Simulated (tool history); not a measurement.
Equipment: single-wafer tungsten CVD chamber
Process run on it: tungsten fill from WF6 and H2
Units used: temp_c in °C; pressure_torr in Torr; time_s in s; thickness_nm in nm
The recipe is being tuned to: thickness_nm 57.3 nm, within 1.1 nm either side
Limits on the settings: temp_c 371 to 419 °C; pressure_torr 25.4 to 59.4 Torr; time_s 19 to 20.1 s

run 1 hour=0 | temp_c=395 pressure_torr=42.4 time_s=20.1 | thickness_nm=68.964
run 2 hour=8.7 | temp_c=388 pressure_torr=42.4 time_s=20.1 | thickness_nm=59.026
run 3 hour=12.3 | temp_c=388 pressure_torr=49.5 time_s=20.1 | thickness_nm=62.644
run 4 hour=16.5 | temp_c=393 pressure_torr=49.5 time_s=20.1 | thickness_nm=70.243
run 5 hour=25.4 | temp_c=389 pressure_torr=49.5 time_s=20.1 | thickness_nm=64.418
run 6 hour=30.6 | temp_c=387 pressure_torr=49.4 time_s=20.1 | thickness_nm=61.491
run 7 hour=33.6 | temp_c=386 pressure_torr=49.4 time_s=20.1 | thickness_nm=60.139
run 8 hour=35.7 | temp_c=385 pressure_torr=49.4 time_s=20.1 | thickness_nm=59.212

4 next moves are on the table. One of them brings every result within its allowed miss. Which?
run A hour=37.8 | temp_c=385 pressure_torr=47.6 time_s=19 | thickness_nm=?
run B hour=37.8 | temp_c=386 pressure_torr=50.4 time_s=20.1 | thickness_nm=?
run C hour=37.8 | temp_c=386 pressure_torr=50.6 time_s=19 | thickness_nm=?
run D hour=37.8 | temp_c=388 pressure_torr=49.4 time_s=19.7 | thickness_nm=?

move=A thickness_nm=54.674
move=B thickness_nm=60.486
move=C thickness_nm=57.249
move=D thickness_nm=61.538
A: pushes the last run's worst result past its target
B: the biggest miss grows against the last run
C: all results land within tolerance of their targets
D: the biggest miss grows against the last run
The move that meets every target is C.
